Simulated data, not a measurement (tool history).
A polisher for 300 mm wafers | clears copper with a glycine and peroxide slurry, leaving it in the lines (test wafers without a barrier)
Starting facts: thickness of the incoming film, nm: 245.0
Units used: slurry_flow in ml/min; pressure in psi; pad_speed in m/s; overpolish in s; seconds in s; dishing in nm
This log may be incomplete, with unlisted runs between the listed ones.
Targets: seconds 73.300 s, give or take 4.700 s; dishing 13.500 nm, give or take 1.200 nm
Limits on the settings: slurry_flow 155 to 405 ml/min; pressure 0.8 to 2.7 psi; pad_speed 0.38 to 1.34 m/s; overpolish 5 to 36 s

run,hour,slurry_flow,pressure,pad_speed,overpolish,seconds,dishing
1,0.0,260,1.7,0.86,18,97.381,32.763
2,3.6,240,1.5,1.00,14,97.440,25.537
3,9.3,215,1.5,1.10,11,97.202,21.648
4,17.7,215,1.5,1.10,7,96.581,14.543
5,20.7,250,1.7,1.04,6,92.403,13.103
6,24.4,190,1.7,1.04,6,93.421,13.110
7,31.2,190,1.9,1.06,6,85.089,13.810
8,34.6,190,2.0,1.06,6,82.536,14.364
9,37.2,190,2.1,1.04,6,79.235,14.585

Exercise: of the 5 proposed moves below, exactly one satisfies all targets within the stated allowed misses. Which move is it?
A,39.8,285,2.1,0.76,5,?,?
B,39.8,170,2.1,0.86,5,?,?
C,39.8,185,2.4,1.24,5,?,?
D,39.8,210,1.8,0.98,6,?,?
E,39.8,210,2.2,1.08,5,?,?

move,seconds,dishing
A,91.040,11.654
B,91.468,11.592
C,67.689,15.310
D,93.169,13.495
E,76.772,13.636
A: its largest miss is bigger than the last run's
B: its largest miss is bigger than the last run's
C: takes the result that was furthest off past its target
D: its largest miss is bigger than the last run's
E: every result lands within tolerance
The move that meets every target is E.
